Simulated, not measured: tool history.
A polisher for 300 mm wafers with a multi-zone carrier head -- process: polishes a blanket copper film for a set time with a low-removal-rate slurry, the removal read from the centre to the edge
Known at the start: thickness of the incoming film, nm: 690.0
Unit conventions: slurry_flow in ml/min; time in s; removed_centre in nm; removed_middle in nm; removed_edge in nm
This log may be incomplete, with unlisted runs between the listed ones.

run  hour  slurry_flow  centre_zone  middle_zone  edge_zone  slurry_solids  time  removed_centre  removed_middle  removed_edge
  1   0.0          270         1.00         1.00       1.00            1.0    37          149.74          149.06        148.01
  2   1.3          270         1.00         1.08       1.00            1.0    37          151.38          159.74        146.20
  3   6.3          270         1.00         1.08       1.00            1.0    46          187.07          200.96        184.65
  4  11.4          330         1.00         1.08       1.00            1.0    46          191.05          205.04        185.58
  5  16.5          330         0.95         1.08       1.00            1.0    46          186.08          204.16        186.46
  6  19.4          335         1.00         1.01       1.00            1.0    46          192.41          190.57        185.76
     27.0  -- centre zone pressure recalibrated
  7  27.0          335         1.03         0.98       1.01            1.0    46          186.04          186.79        189.18

Run 8 is up next; what results do you expect?
  8  29.2          335         1.06         0.93       0.97            1.1    46               ?               ?             ?

For run 8 the tool returned removed_centre 197.16 nm, removed_middle 180.79 nm, removed_edge 185.94 nm.
